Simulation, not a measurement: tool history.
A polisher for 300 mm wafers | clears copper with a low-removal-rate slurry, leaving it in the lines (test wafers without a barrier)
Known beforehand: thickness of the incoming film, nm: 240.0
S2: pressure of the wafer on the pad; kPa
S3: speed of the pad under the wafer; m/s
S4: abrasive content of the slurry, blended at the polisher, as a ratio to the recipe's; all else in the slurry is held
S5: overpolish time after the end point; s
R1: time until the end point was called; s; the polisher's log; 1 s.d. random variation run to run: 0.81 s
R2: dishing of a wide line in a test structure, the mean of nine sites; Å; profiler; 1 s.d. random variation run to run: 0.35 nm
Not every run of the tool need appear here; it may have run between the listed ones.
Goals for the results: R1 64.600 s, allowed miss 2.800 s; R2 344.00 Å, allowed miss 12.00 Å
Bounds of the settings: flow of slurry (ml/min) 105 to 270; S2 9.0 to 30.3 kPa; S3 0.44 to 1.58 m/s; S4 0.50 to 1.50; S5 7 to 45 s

run 1 hour=0.0 | flow_of_slurry_(ml/min)=175 S2=19.3 S3=1.00 S4=1.00 S5=23 | R1=98.979 R2=282.49
run 2 hour=2.6 | flow_of_slurry_(ml/min)=175 S2=19.3 S3=1.00 S4=1.00 S5=28 | R1=99.792 R2=310.36
run 3 hour=4.1 | flow_of_slurry_(ml/min)=175 S2=19.3 S3=1.00 S4=1.15 S5=28 | R1=96.906 R2=314.05
run 4 hour=8.7 | flow_of_slurry_(ml/min)=185 S2=21.4 S3=1.00 S4=1.15 S5=26 | R1=86.100 R2=322.30
run 5 hour=13.2 | flow_of_slurry_(ml/min)=185 S2=21.4 S3=1.00 S4=1.25 S5=26 | R1=87.608 R2=329.28
run 6 hour=19.7 | flow_of_slurry_(ml/min)=185 S2=21.4 S3=1.12 S4=1.25 S5=26 | R1=76.096 R2=342.25
run 7 hour=22.0 | flow_of_slurry_(ml/min)=185 S2=22.1 S3=1.12 S4=1.25 S5=25 | R1=74.006 R2=340.08
run 8 hour=30.8 | flow_of_slurry_(ml/min)=190 S2=22.8 S3=1.12 S4=1.25 S5=24 | R1=70.872 R2=348.61
run 9 hour=35.0 | flow_of_slurry_(ml/min)=195 S2=22.8 S3=1.12 S4=1.25 S5=23 | R1=69.628 R2=338.41
run 10 hour=36.3 | flow_of_slurry_(ml/min)=200 S2=22.8 S3=1.12 S4=1.25 S5=23 | R1=70.271 R2=338.30
run 11 hour=44.5 | flow_of_slurry_(ml/min)=200 S2=23.4 S3=1.12 S4=1.25 S5=23 | R1=69.267 R2=342.02

Below are 5 possible settings for the next run. Only one of them brings all results inside the allowed miss of their targets. Which is it?
run A hour=52.7 | flow_of_slurry_(ml/min)=130 S2=21.4 S3=1.18 S4=1.35 S5=26 | R1=? R2=?
run B hour=52.7 | flow_of_slurry_(ml/min)=205 S2=21.4 S3=1.10 S4=1.10 S5=27 | R1=? R2=?
run C hour=52.7 | flow_of_slurry_(ml/min)=155 S2=23.4 S3=1.16 S4=1.00 S5=21 | R1=? R2=?
run D hour=52.7 | flow_of_slurry_(ml/min)=185 S2=22.8 S3=1.10 S4=1.25 S5=24 | R1=? R2=?
run E hour=52.7 | flow_of_slurry_(ml/min)=200 S2=24.1 S3=1.18 S4=1.25 S5=22 | R1=? R2=?

move=A R1=74.833 R2=348.65
move=B R1=78.434 R2=347.38
move=C R1=72.607 R2=323.62
move=D R1=72.486 R2=343.06
move=E R1=63.250 R2=351.01
A: further off than the last run
B: further off than the last run
C: further off than the last run
D: further off than the last run
E: each result inside its tolerance
The right move is E.

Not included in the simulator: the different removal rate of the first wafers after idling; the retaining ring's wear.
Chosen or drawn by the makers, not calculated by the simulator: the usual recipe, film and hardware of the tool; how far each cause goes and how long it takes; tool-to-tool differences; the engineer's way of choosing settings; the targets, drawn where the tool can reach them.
